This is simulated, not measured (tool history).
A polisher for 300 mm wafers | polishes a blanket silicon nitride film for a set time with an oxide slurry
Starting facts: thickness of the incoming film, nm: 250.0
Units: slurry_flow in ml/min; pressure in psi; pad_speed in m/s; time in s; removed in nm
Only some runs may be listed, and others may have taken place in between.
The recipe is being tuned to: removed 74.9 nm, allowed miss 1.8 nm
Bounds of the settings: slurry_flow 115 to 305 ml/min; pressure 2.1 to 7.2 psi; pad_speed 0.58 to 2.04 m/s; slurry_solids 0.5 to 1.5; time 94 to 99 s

run,hour,slurry_flow,pressure,pad_speed,slurry_solids,time,removed
1,0,195,4.6,1.3,1,94,58.887
2,5.1,195,4.6,1.3,1,99,63.22
3,7.3,195,4.6,1.3,1,94,59.099
4,12.2,205,4.9,1.3,1,94,62.909
5,18.1,205,4.9,1,1,94,54.083
6,26.1,245,4.9,1,1,94,55.292
7,30.1,250,5.3,1,1,94,58.701
8,34.4,250,5.7,1,1,94,61.652
9,41.9,275,7,1.02,1,94,72.59

Which single option among these 5 for the next run brings every result within its allowed miss of target? Just one does.
A,49.4,305,5.9,1.6,0.85,95,?
B,49.4,285,7.1,0.8,1.1,96,?
C,49.4,250,5.3,1.08,1.25,97,?
D,49.4,300,7,1.04,0.8,99,?
E,49.4,300,6.9,0.98,1,98,?

move,removed
A,79.646
B,69.406
C,70.013
D,68.401
E,74.089
A: moves the result that the last run missed by most past its target, out the other side
B: misses by more than the last run did
C: misses by more than the last run did
D: misses by more than the last run did
E: in spec on every target
Correct choice: E, which meets every target
